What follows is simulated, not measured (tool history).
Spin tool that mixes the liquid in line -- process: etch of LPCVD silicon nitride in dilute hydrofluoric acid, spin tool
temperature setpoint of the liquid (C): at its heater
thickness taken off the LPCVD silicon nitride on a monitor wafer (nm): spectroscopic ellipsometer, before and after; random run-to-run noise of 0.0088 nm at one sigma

run,hour,temperature setpoint of the liquid (C),parts of water to one part of 49 % hydrofluoric acid (parts by volume),time under the liquid (s),thickness taken off the LPCVD silicon nitride on a monitor wafer (nm)
1,0.0,23.0,125,85,0.32886
2,2.5,21.0,125,85,0.28013
3,6.2,18.0,125,85,0.23773
4,14.7,18.0,85,85,0.30397
5,22.0,19.5,85,85,0.41805
6,24.9,19.5,85,65,0.30044
7,26.6,19.0,95,65,0.25020
# hour 27.5: thermometer replaced
8,27.5,18.5,100,65,0.24658
9,34.8,18.0,105,65,0.23595

The next listed run, before its measurement:
10,36.0,18.0,110,65,?

{"run 10": {"thickness taken off the LPCVD silicon nitride on a monitor wafer (nm)": 0.23494}}
